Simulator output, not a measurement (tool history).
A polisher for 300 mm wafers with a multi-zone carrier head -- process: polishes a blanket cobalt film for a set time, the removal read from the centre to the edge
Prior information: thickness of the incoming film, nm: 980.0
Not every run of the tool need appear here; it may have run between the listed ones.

| run | hour | flow of slurry (ml/min) | pressure of the head's centre zone | pressure of the head's middle zone | pressure of the head's edge zone | polishing time (s) | film removed at the wafer's centre (nm) | film removed at mid-radius (nm) | film removed at the wafer's edge (nm) |
|---|---|---|---|---|---|---|---|---|---|
| 1 | 0 | 285 | 1 | 1 | 1 | 42 | 291.24 | 300.14 | 297.44 |
| 2 | 4.3 | 285 | 1.01 | 0.99 | 1.02 | 43 | 300.83 | 304.31 | 305.17 |
| 3 | 12.9 | 285 | 1.01 | 0.99 | 1.06 | 43 | 302.71 | 302.08 | 314.09 |
| 4 | 16.1 | 285 | 1.02 | 0.98 | 1.07 | 44 | 313.39 | 304.89 | 323.14 |
| 5 | 19.2 | 285 | 0.96 | 0.98 | 1.07 | 44 | 294.18 | 308.31 | 323.33 |
| 6 | 24.7 | 285 | 0.96 | 0.98 | 1.07 | 39 | 262.26 | 270.23 | 276.48 |
| 7 | 32.3 | 280 | 0.98 | 0.98 | 1.08 | 40 | 276.35 | 276.65 | 299.63 |
| 8 | 34.1 | 275 | 1 | 0.99 | 1.09 | 41 | 283.24 | 287.14 | 305.55 |

Predict the results of run 9:
| 9 | 39.7 | 270 | 1.02 | 0.99 | 1.1 | 42 | ? | ? | ? |

Run 9 produced film removed at the wafer's centre (nm) 301.2, film removed at mid-radius (nm) 294.15, film removed at the wafer's edge (nm) 308.95.
